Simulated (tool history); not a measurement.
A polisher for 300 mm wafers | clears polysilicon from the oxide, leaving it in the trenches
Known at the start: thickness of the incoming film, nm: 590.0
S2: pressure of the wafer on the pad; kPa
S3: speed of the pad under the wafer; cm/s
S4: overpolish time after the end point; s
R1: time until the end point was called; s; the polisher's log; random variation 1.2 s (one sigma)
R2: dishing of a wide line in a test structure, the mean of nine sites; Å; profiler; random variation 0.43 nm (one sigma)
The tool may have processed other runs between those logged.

{"run": 1, "hour": 0.0, "flow of slurry (ml/min)": 210, "S2": 17.2, "S3": 104, "S4": 14, "R1": 49.157, "R2": 713.64}
{"run": 2, "hour": 2.7, "flow of slurry (ml/min)": 210, "S2": 15.2, "S3": 104, "S4": 14, "R1": 57.145, "R2": 671.18}
{"run": 3, "hour": 5.8, "flow of slurry (ml/min)": 215, "S2": 13.1, "S3": 108, "S4": 12, "R1": 58.821, "R2": 608.79}
{"run": 4, "hour": 11.9, "flow of slurry (ml/min)": 170, "S2": 13.1, "S3": 108, "S4": 12, "R1": 62.806, "R2": 593.99}
{"run": 5, "hour": 12.5, "flow of slurry (ml/min)": 160, "S2": 11.7, "S3": 110, "S4": 10, "R1": 69.939, "R2": 505.91}
{"run": 6, "hour": 18.6, "flow of slurry (ml/min)": 150, "S2": 11.0, "S3": 116, "S4": 9, "R1": 72.082, "R2": 462.16}
{"run": 7, "hour": 23.8, "flow of slurry (ml/min)": 145, "S2": 10.3, "S3": 126, "S4": 8, "R1": 71.885, "R2": 431.48}
{"run": 8, "hour": 26.4, "flow of slurry (ml/min)": 145, "S2": 10.3, "S3": 126, "S4": 8, "R1": 70.51, "R2": 437.2}
{"run": 9, "hour": 27.2, "flow of slurry (ml/min)": 140, "S2": 9.7, "S3": 134, "S4": 7, "R1": 75.631, "R2": 387.51}
{"run": 10, "hour": 29.6, "flow of slurry (ml/min)": 135, "S2": 9.7, "S3": 140, "S4": 6, "R1": 70.53, "R2": 346.45}
{"run": 11, "hour": 30.1, "flow of slurry (ml/min)": 135, "S2": 9.7, "S3": 146, "S4": 6, "R1": 68.207, "R2": 369.14}
{"run": 12, "hour": 36.9, "flow of slurry (ml/min)": 135, "S2": 9.0, "S3": 150, "S4": 6, "R1": 74.374, "R2": 348.67}
{"run": 13, "hour": 39.4, "flow of slurry (ml/min)": 135, "S2": 9.0, "S3": 152, "S4": 6, "R1": 71.892, "R2": 349.9}
{"run": 14, "hour": 47.0, "flow of slurry (ml/min)": 135, "S2": 9.0, "S3": 152, "S4": 6, "R1": 72.014, "R2": 354.46}
{"run": 15, "hour": 47.6, "flow of slurry (ml/min)": 135, "S2": 9.0, "S3": 154, "S4": 6, "R1": 71.686, "R2": 351.69}
{"run": 16, "hour": 54.6, "flow of slurry (ml/min)": 135, "S2": 9.0, "S3": 156, "S4": 6, "R1": 71.562, "R2": 360.87}

Estimate the outcome of run 17 from the log above:
{"run": 17, "hour": 60.1, "flow of slurry (ml/min)": 135, "S2": 9.0, "S3": 158, "S4": 6, "R1": "?", "R2": "?"}

Run 17 came out at R1 68.608 s, R2 364.60 Å.

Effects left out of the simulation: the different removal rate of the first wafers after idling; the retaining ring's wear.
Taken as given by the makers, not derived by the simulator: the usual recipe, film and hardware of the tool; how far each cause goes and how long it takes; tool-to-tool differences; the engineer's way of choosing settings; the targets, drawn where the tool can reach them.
